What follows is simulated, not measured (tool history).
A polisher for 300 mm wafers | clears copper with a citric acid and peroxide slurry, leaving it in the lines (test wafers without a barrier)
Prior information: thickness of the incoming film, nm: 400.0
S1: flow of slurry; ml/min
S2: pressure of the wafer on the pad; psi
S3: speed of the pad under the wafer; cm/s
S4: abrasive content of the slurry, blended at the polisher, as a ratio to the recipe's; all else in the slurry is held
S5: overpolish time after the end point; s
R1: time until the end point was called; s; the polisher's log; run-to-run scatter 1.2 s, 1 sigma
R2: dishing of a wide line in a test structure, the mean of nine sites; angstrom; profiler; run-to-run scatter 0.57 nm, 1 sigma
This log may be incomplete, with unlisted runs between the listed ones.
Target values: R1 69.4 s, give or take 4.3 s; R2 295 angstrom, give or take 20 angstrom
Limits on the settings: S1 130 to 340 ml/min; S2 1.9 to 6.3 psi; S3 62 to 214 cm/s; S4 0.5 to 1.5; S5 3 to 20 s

run	hour	S1	S2	S3	S4	S5	R1	R2
1	0	220	4.1	138	1	10	93.292	251.62
2	2.7	220	4.4	138	1	10	87.832	258.17
3	9.5	220	4.4	156	1	10	80.638	291.94
4	14.4	220	4.4	156	1	6	78.998	184.79
# hour 15.2: slurry nozzle cleaned
5	15.2	220	4.5	158	1	7	73.099	227.81
6	22.8	220	5.5	158	1	7	60.015	267.11
7	25.7	220	5.5	158	1	7	60.297	270.79
8	28.2	220	5.5	158	1	7	59.687	276.98
9	29.3	220	5.3	158	1	8	60.703	301.11

Next run, 5 choices. One meets every target within its allowed miss, the rest don't. Which?
A	30.4	230	5.5	164	1	8	?	?
B	30.4	250	5.4	136	1	9	?	?
C	30.4	200	5.4	178	1.05	8	?	?
D	30.4	235	5.6	160	0.95	7	?	?
E	30.4	260	6.1	168	1	7	?	?

move	R1	R2
A	58.186	320.59
B	69.52	304.88
C	55.418	333.52
D	58.959	283.6
E	50.688	322.53
A: lands further from the targets than the last run did
B: hits every target within its allowed miss
C: lands further from the targets than the last run did
D: lands further from the targets than the last run did
E: lands further from the targets than the last run did
The right move is B.
